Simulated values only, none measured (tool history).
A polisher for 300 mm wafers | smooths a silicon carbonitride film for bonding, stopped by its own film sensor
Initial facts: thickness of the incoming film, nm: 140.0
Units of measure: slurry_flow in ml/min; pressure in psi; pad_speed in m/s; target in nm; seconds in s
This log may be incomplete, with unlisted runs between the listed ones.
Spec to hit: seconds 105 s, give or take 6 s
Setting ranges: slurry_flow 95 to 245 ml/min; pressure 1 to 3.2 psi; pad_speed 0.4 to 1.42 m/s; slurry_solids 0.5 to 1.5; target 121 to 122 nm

{"run": 1, "day": 0.0, "slurry_flow": 155, "pressure": 2.1, "pad_speed": 0.9, "slurry_solids": 1, "target": 121, "seconds": 86.45}
{"run": 2, "day": 0.267, "slurry_flow": 155, "pressure": 2, "pad_speed": 0.9, "slurry_solids": 1, "target": 121, "seconds": 93.935}
{"run": 3, "day": 0.392, "slurry_flow": 155, "pressure": 2, "pad_speed": 1.04, "slurry_solids": 1, "target": 121, "seconds": 82.973}
{"run": 4, "day": 0.692, "slurry_flow": 155, "pressure": 1.9, "pad_speed": 1.04, "slurry_solids": 1, "target": 121, "seconds": 88.873}
{"run": 5, "day": 1.042, "slurry_flow": 155, "pressure": 1.9, "pad_speed": 1.04, "slurry_solids": 0.9, "target": 121, "seconds": 92.784}
{"run": 6, "day": 1.075, "slurry_flow": 155, "pressure": 1.9, "pad_speed": 1.04, "slurry_solids": 0.9, "target": 122, "seconds": 87.396}
{"run": 7, "day": 1.388, "slurry_flow": 155, "pressure": 1.8, "pad_speed": 1.04, "slurry_solids": 0.9, "target": 122, "seconds": 89.7}
{"run": 8, "day": 1.592, "slurry_flow": 155, "pressure": 1.7, "pad_speed": 1.04, "slurry_solids": 0.9, "target": 122, "seconds": 96.613}

Of the 5 settings listed for the next run, only one would bring every result within its allowed miss of target. Which one?
{"run": "A", "day": 1.796, "slurry_flow": 140, "pressure": 1.6, "pad_speed": 0.96, "slurry_solids": 0.9, "target": 121, "seconds": "?"}
{"run": "B", "day": 1.796, "slurry_flow": 155, "pressure": 2, "pad_speed": 1.08, "slurry_solids": 0.85, "target": 122, "seconds": "?"}
{"run": "C", "day": 1.796, "slurry_flow": 165, "pressure": 1.3, "pad_speed": 1.1, "slurry_solids": 1.2, "target": 122, "seconds": "?"}
{"run": "D", "day": 1.796, "slurry_flow": 170, "pressure": 1.9, "pad_speed": 1.14, "slurry_solids": 0.95, "target": 122, "seconds": "?"}
{"run": "E", "day": 1.796, "slurry_flow": 160, "pressure": 1.8, "pad_speed": 1.24, "slurry_solids": 0.9, "target": 122, "seconds": "?"}

move=A seconds=116.97
move=B seconds=83.917
move=C seconds=107.7
move=D seconds=80.095
move=E seconds=82.984
A: takes the biggest miss from the last run beyond its target
B: lands further from the targets than the last run did
C: meets every target
D: lands further from the targets than the last run did
E: lands further from the targets than the last run did
Correct choice: C, which meets every target
